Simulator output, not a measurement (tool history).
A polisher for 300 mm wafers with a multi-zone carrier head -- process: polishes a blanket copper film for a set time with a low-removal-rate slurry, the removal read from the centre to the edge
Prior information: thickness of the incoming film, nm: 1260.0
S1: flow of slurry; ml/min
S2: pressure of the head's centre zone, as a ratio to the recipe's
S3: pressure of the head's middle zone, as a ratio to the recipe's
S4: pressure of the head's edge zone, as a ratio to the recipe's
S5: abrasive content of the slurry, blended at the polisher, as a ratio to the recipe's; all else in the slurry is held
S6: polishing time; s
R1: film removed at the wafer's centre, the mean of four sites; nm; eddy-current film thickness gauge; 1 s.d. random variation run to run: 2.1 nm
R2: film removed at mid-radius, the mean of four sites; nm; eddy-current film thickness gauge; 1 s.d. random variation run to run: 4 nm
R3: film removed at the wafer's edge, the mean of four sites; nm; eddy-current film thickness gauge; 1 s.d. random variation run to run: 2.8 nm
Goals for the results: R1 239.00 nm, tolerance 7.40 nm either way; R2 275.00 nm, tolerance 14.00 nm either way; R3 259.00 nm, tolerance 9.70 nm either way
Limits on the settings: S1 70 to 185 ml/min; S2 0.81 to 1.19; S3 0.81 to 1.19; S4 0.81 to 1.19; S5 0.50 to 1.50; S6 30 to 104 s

| run | hour | S1 | S2 | S3 | S4 | S5 | S6 | R1 | R2 | R3 |
|---|---|---|---|---|---|---|---|---|---|---|
| 1 | 0.0 | 120 | 1.00 | 1.00 | 1.00 | 1.00 | 67 | 192.64 | 204.91 | 199.87 |
| 2 | 1.5 | 120 | 1.00 | 1.00 | 1.00 | 0.80 | 67 | 185.90 | 190.13 | 190.79 |
| 3 | 5.6 | 120 | 0.92 | 1.00 | 1.00 | 0.80 | 67 | 174.76 | 193.50 | 189.49 |
| 4 | 13.8 | 120 | 0.92 | 1.00 | 1.00 | 0.80 | 52 | 133.99 | 148.20 | 150.01 |
| 5 | 15.5 | 125 | 0.94 | 1.01 | 1.03 | 0.95 | 55 | 152.12 | 164.31 | 166.09 |
| 6 | 16.1 | 125 | 0.94 | 1.02 | 1.05 | 1.05 | 58 | 160.13 | 179.15 | 183.42 |
| 7 | 19.3 | 130 | 0.96 | 1.04 | 1.06 | 1.15 | 60 | 176.63 | 194.95 | 192.07 |
| 8 | 26.5 | 130 | 0.96 | 1.05 | 1.07 | 1.20 | 62 | 184.01 | 206.34 | 201.68 |
| 9 | 30.5 | 130 | 0.96 | 1.05 | 1.07 | 1.20 | 62 | 184.69 | 206.19 | 200.46 |
| 10 | 35.5 | 130 | 0.96 | 1.06 | 1.08 | 1.25 | 64 | 190.64 | 214.60 | 207.54 |
| 11 | 44.0 | 135 | 0.96 | 1.07 | 1.09 | 1.30 | 65 | 199.56 | 225.84 | 214.08 |

Pick the move, out of 5, that brings all results within their allowed miss; only one does.
| A | 52.5 | 160 | 1.04 | 1.07 | 1.07 | 1.50 | 74 | ? | ? | ? |
| B | 52.5 | 115 | 0.98 | 1.12 | 1.09 | 1.20 | 81 | ? | ? | ? |
| C | 52.5 | 135 | 1.02 | 1.09 | 1.07 | 1.35 | 78 | ? | ? | ? |
| D | 52.5 | 175 | 1.13 | 1.07 | 1.05 | 1.50 | 65 | ? | ? | ? |
| E | 52.5 | 155 | 1.05 | 1.08 | 1.06 | 1.25 | 78 | ? | ? | ? |

| move | R1 | R2 | R3 |
|---|---|---|---|
| A | 261.21 | 261.26 | 259.93 |
| B | 238.79 | 264.59 | 260.42 |
| C | 254.78 | 264.64 | 261.48 |
| D | 251.77 | 232.93 | 228.74 |
| E | 265.29 | 265.31 | 261.05 |
A: the result that was furthest off in the last run now lies on the other side of its target
B: all results in spec
C: the result that was furthest off in the last run now lies on the other side of its target
D: the result that was furthest off in the last run now lies on the other side of its target
E: the result that was furthest off in the last run now lies on the other side of its target
Correct choice: B, which meets every target

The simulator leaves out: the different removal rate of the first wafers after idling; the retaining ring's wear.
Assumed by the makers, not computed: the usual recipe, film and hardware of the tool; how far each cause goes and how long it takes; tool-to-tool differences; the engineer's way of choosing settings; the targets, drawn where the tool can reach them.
